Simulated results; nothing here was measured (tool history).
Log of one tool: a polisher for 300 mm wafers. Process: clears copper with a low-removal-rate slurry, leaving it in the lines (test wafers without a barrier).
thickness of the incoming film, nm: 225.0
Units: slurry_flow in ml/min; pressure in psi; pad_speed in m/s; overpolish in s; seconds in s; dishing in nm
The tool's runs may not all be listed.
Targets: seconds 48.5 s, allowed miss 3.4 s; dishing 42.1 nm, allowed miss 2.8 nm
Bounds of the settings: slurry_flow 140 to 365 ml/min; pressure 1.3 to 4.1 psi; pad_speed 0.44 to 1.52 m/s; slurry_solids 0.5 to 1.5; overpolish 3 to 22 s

run,hour,slurry_flow,pressure,pad_speed,slurry_solids,overpolish,seconds,dishing
1,0,235,2.7,0.98,1,11,82.879,21.156
2,5.8,235,3.3,0.98,1,11,70.454,26.153
3,8.8,235,3.4,1,1,11,63.766,27.278
4,14.1,235,3.7,1,1,11,60.68,29.357
5,20.6,235,3.7,1,0.85,11,60.846,29.308
6,27.9,235,3.7,1,0.65,11,62.645,29.14
7,31.6,235,3.7,1.02,0.65,11,61.083,29.523
# hour 40.6: worn pad replaced by a new one
8,40.6,235,3.7,1.04,0.65,11,52.357,31.835

5 next moves are on the table. One of them brings every result within its allowed miss. Which?
A,49.6,215,3.7,1.16,0.65,11,?,?
B,49.6,245,3.7,1.14,0.7,11,?,?
C,49.6,230,3.8,1.28,0.85,11,?,?
D,49.6,245,4,1.08,0.55,13,?,?
E,49.6,230,4.1,0.9,0.8,9,?,?

move,seconds,dishing
A,49.565,35.185
B,49.126,35.471
C,42.016,40.906
D,49.342,41.22
E,55.38,26.441
A: nearer than the last run, and not there yet
B: nearer than the last run, and not there yet
C: brings the result that was furthest off to its target, and leaves another outside
D: meets every target
E: further off than the last run
Move D is the one to make.
